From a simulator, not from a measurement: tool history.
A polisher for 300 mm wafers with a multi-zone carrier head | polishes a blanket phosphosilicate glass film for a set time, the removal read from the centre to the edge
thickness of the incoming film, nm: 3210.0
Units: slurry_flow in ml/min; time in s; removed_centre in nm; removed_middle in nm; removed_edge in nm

Run 1, hour 0: slurry_flow 185 ml/min, centre_zone 1, middle_zone 1, edge_zone 1, slurry_solids 1, time 50 s. Result: removed_centre 406.07 nm, removed_middle 400.9 nm, removed_edge 397.37 nm.
Run 2, hour 4: slurry_flow 185 ml/min, centre_zone 0.97, middle_zone 1, edge_zone 1, slurry_solids 1, time 50 s. Result: removed_centre 387.85 nm, removed_middle 401.12 nm, removed_edge 392.84 nm.
Run 3, hour 8.4: slurry_flow 190 ml/min, centre_zone 0.97, middle_zone 1.03, edge_zone 1.02, slurry_solids 1.1, time 50 s. Result: removed_centre 402.73 nm, removed_middle 434.15 nm, removed_edge 411.08 nm.
Run 4, hour 15.9: slurry_flow 195 ml/min, centre_zone 0.97, middle_zone 1.05, edge_zone 1.04, slurry_solids 1.15, time 50 s. Result: removed_centre 430.26 nm, removed_middle 438.8 nm, removed_edge 426.21 nm.
Run 5, hour 20.8: slurry_flow 225 ml/min, centre_zone 0.97, middle_zone 1.05, edge_zone 1.04, slurry_solids 1.15, time 50 s. Result: removed_centre 425.64 nm, removed_middle 446.81 nm, removed_edge 426.39 nm.
Run 6, hour 23.8: slurry_flow 225 ml/min, centre_zone 0.96, middle_zone 1.07, edge_zone 1.04, slurry_solids 1.2, time 51 s. Result: removed_centre 442.95 nm, removed_middle 476.26 nm, removed_edge 451.14 nm.
Run 7, hour 32.3: slurry_flow 225 ml/min, centre_zone 0.95, middle_zone 1.09, edge_zone 1.04, slurry_solids 1.25, time 51 s. Result: removed_centre 432.9 nm, removed_middle 492.61 nm, removed_edge 457.15 nm.

Run 8 comes next. What will it give?
Run 8, hour 39.8: slurry_flow 225 ml/min, centre_zone 0.96, middle_zone 1.11, edge_zone 1.04, slurry_solids 1.3, time 51 s. Result: removed_centre ?, removed_middle ?, removed_edge ?.

{"run 8": {"removed_centre": 453.9, "removed_middle": 506.06, "removed_edge": 452.49}}

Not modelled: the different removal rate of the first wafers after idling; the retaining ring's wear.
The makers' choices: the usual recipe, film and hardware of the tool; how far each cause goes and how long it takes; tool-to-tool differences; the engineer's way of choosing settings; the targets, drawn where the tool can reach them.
